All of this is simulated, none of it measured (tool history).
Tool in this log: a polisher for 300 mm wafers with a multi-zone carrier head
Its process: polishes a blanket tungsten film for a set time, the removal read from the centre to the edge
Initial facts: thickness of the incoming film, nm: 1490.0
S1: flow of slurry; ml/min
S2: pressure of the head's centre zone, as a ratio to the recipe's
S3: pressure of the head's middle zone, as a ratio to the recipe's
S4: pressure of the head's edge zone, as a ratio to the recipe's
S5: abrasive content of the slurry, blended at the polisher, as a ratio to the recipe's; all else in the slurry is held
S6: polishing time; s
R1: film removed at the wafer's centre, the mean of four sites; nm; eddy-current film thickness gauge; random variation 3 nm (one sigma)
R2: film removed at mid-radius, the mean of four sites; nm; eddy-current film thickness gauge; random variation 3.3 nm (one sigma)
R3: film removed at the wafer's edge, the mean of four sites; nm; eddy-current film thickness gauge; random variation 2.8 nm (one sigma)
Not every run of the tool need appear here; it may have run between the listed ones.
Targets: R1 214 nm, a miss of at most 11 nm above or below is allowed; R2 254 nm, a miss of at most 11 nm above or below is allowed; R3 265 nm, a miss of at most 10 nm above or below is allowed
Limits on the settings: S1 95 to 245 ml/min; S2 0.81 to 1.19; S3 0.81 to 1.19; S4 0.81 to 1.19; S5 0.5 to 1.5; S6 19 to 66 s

{"run": 1, "day": 0.0, "S1": 155, "S2": 1, "S3": 1, "S4": 1, "S5": 1, "S6": 42, "R1": 199.78, "R2": 203.8, "R3": 198.16}
{"run": 2, "day": 0.217, "S1": 160, "S2": 0.98, "S3": 1, "S4": 1.03, "S5": 1.05, "S6": 42, "R1": 198.96, "R2": 207.45, "R3": 208.76}
{"run": 3, "day": 0.429, "S1": 165, "S2": 0.97, "S3": 1.01, "S4": 1.05, "S5": 1.1, "S6": 42, "R1": 203.31, "R2": 214.5, "R3": 212.36}
{"run": 4, "day": 0.679, "S1": 165, "S2": 0.97, "S3": 1.01, "S4": 1.05, "S5": 1.25, "S6": 42, "R1": 211.08, "R2": 217.96, "R3": 224.5}
{"run": 5, "day": 0.862, "S1": 165, "S2": 0.97, "S3": 1.01, "S4": 1.05, "S5": 1.15, "S6": 42, "R1": 205.76, "R2": 214.7, "R3": 213.28}
{"run": 6, "day": 1.092, "S1": 165, "S2": 0.95, "S3": 1.01, "S4": 1.06, "S5": 1.2, "S6": 43, "R1": 203.05, "R2": 226.83, "R3": 221.46}
{"run": 7, "day": 1.162, "S1": 170, "S2": 0.94, "S3": 1, "S4": 1.08, "S5": 1.25, "S6": 43, "R1": 215.96, "R2": 224.5, "R3": 230.96}
{"run": 8, "day": 1.325, "S1": 170, "S2": 0.92, "S3": 1, "S4": 1.09, "S5": 1.3, "S6": 43, "R1": 208.54, "R2": 228.61, "R3": 232.48}
{"run": 9, "day": 1.438, "S1": 170, "S2": 0.91, "S3": 1, "S4": 1.1, "S5": 1.35, "S6": 43, "R1": 206.84, "R2": 233.14, "R3": 239.69}
{"run": 10, "day": 1.725, "S1": 170, "S2": 0.9, "S3": 1, "S4": 1.11, "S5": 1.35, "S6": 43, "R1": 202.94, "R2": 231.45, "R3": 239.03}
{"run": 11, "day": 1.921, "S1": 175, "S2": 0.9, "S3": 1, "S4": 1.12, "S5": 1.35, "S6": 43, "R1": 205.28, "R2": 235.16, "R3": 244.2}
{"run": 12, "day": 2.15, "S1": 180, "S2": 0.9, "S3": 1, "S4": 1.13, "S5": 1.35, "S6": 43, "R1": 206.21, "R2": 232.04, "R3": 242.15}

Exercise: of the 4 proposed moves below, exactly one satisfies all targets within the stated allowed misses. Which move is it?
{"run": "A", "day": 2.379, "S1": 145, "S2": 0.83, "S3": 0.82, "S4": 1.19, "S5": 1.5, "S6": 50, "R1": "?", "R2": "?", "R3": "?"}
{"run": "B", "day": 2.379, "S1": 235, "S2": 0.82, "S3": 0.93, "S4": 1.07, "S5": 1.45, "S6": 46, "R1": "?", "R2": "?", "R3": "?"}
{"run": "C", "day": 2.379, "S1": 165, "S2": 0.88, "S3": 0.89, "S4": 1.19, "S5": 1.45, "S6": 43, "R1": "?", "R2": "?", "R3": "?"}
{"run": "D", "day": 2.379, "S1": 150, "S2": 0.93, "S3": 0.87, "S4": 1.12, "S5": 1.5, "S6": 43, "R1": "?", "R2": "?", "R3": "?"}

move=A R1=222.09 R2=234.64 R3=293.93
move=B R1=219.02 R2=250.89 R3=268.72
move=C R1=206.72 R2=215.8 R3=254.86
move=D R1=216.05 R2=210.78 R3=246.11
A: moves the result that the last run missed by most past its target, out the other side
B: meets every target
C: further off than the last run
D: further off than the last run
Answer: B

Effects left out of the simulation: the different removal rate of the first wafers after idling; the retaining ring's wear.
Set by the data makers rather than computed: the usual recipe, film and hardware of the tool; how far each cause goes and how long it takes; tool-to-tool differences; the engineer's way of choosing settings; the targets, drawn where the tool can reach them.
